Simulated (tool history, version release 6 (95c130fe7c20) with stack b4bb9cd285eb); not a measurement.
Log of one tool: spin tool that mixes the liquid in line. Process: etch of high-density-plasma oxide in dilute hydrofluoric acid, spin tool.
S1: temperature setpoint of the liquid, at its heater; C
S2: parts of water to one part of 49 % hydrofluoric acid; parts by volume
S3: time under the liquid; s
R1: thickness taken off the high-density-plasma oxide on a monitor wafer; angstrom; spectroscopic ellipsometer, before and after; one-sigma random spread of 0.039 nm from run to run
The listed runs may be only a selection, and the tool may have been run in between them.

run 1 hour=0 | S1=25 S2=290 S3=95 | R1=14.629
run 2 hour=7.5 | S1=25 S2=290 S3=95 | R1=14.548
run 3 hour=10.1 | S1=25 S2=290 S3=95 | R1=14.725
run 4 hour=16.2 | S1=27.5 S2=220 S3=95 | R1=22.992
run 5 hour=18.7 | S1=29 S2=185 S3=95 | R1=29.792
run 6 hour=22.6 | S1=29 S2=85 S3=95 | R1=72.839
run 7 hour=25.9 | S1=29 S2=100 S3=95 | R1=61.928

Predict the results of run 8:
run 8 hour=34.7 | S1=29 S2=110 S3=95 | R1=?

Run 8 produced R1 55.529 angstrom.

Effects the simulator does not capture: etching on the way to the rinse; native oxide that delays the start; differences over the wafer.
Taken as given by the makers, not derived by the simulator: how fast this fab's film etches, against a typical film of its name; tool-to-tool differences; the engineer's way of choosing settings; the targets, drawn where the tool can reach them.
